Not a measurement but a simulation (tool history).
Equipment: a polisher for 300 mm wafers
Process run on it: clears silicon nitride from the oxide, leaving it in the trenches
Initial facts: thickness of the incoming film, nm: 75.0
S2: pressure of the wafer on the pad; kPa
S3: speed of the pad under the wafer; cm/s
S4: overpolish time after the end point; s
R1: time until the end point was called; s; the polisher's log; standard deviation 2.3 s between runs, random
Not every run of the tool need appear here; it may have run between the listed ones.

{"run": 1, "hour": 0.0, "flow of slurry (ml/min)": 125, "S2": 14.5, "S3": 92, "S4": 10, "R1": 101.79}
{"run": 2, "hour": 8.1, "flow of slurry (ml/min)": 125, "S2": 12.4, "S3": 92, "S4": 10, "R1": 118.88}
{"run": 3, "hour": 9.6, "flow of slurry (ml/min)": 125, "S2": 11.7, "S3": 92, "S4": 10, "R1": 125.65}
{"run": 4, "hour": 18.2, "flow of slurry (ml/min)": 155, "S2": 11.7, "S3": 92, "S4": 10, "R1": 121.14}
{"run": 5, "hour": 23.0, "flow of slurry (ml/min)": 155, "S2": 11.7, "S3": 92, "S4": 7, "R1": 113.65}
{"run": 6, "hour": 28.5, "flow of slurry (ml/min)": 155, "S2": 11.7, "S3": 104, "S4": 7, "R1": 108.61}
{"run": 7, "hour": 37.0, "flow of slurry (ml/min)": 155, "S2": 11.0, "S3": 104, "S4": 7, "R1": 108.65}
{"run": 8, "hour": 38.3, "flow of slurry (ml/min)": 155, "S2": 10.3, "S3": 104, "S4": 7, "R1": 115.52}
{"run": 9, "hour": 45.2, "flow of slurry (ml/min)": 155, "S2": 9.7, "S3": 104, "S4": 7, "R1": 126.04}
{"run": 10, "hour": 51.0, "flow of slurry (ml/min)": 145, "S2": 7.6, "S3": 104, "S4": 7, "R1": 163.98}

Predict the results of run 11:
{"run": 11, "hour": 53.6, "flow of slurry (ml/min)": 155, "S2": 7.6, "S3": 104, "S4": 7, "R1": "?"}

{"run 11": {"R1": 161.14}}

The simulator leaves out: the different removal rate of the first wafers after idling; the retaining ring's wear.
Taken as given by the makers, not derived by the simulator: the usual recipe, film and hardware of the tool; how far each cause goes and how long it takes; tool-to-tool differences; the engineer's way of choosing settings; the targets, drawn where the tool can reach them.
